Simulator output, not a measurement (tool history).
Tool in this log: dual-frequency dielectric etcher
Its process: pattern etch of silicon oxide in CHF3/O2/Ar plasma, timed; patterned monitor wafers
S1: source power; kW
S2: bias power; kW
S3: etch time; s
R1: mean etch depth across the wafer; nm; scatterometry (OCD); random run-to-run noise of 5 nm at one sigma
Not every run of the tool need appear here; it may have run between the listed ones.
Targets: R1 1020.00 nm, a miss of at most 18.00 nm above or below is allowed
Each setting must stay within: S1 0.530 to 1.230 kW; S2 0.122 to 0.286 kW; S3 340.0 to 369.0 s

Run 1, hour 0.0: S1 0.880 kW, S2 0.204 kW, S3 369.0 s. Result: R1 887.54 nm.
Run 2, hour 4.2: S1 0.880 kW, S2 0.236 kW, S3 369.0 s. Result: R1 945.27 nm.
Run 3, hour 13.1: S1 0.920 kW, S2 0.237 kW, S3 369.0 s. Result: R1 958.56 nm.
Run 4, hour 13.7: S1 0.920 kW, S2 0.237 kW, S3 340.0 s. Result: R1 876.08 nm.
Run 5, hour 22.6: S1 0.970 kW, S2 0.249 kW, S3 342.5 s. Result: R1 924.37 nm.
Run 6, hour 25.3: S1 0.970 kW, S2 0.262 kW, S3 342.5 s. Result: R1 940.19 nm.
Run 7, hour 26.9: S1 1.020 kW, S2 0.265 kW, S3 343.0 s. Result: R1 965.30 nm.
Run 8, hour 34.8: S1 1.050 kW, S2 0.267 kW, S3 343.0 s. Result: R1 967.24 nm.

Which of these 5 next moves meets every target?
Run A, hour 42.7: S1 1.060 kW, S2 0.271 kW, S3 355.5 s. Result: R1 ?.
Run B, hour 42.7: S1 1.010 kW, S2 0.271 kW, S3 340.0 s. Result: R1 ?.
Run C, hour 42.7: S1 0.900 kW, S2 0.266 kW, S3 340.0 s. Result: R1 ?.
Run D, hour 42.7: S1 0.880 kW, S2 0.250 kW, S3 348.0 s. Result: R1 ?.
Run E, hour 42.7: S1 1.020 kW, S2 0.252 kW, S3 340.0 s. Result: R1 ?.

move       R1
   A  1017.50
   B   959.17
   C   920.34
   D   912.71
   E   934.27
A: meets every target
B: its largest miss is bigger than the last run's
C: its largest miss is bigger than the last run's
D: its largest miss is bigger than the last run's
E: its largest miss is bigger than the last run's
Correct choice: A, which meets every target
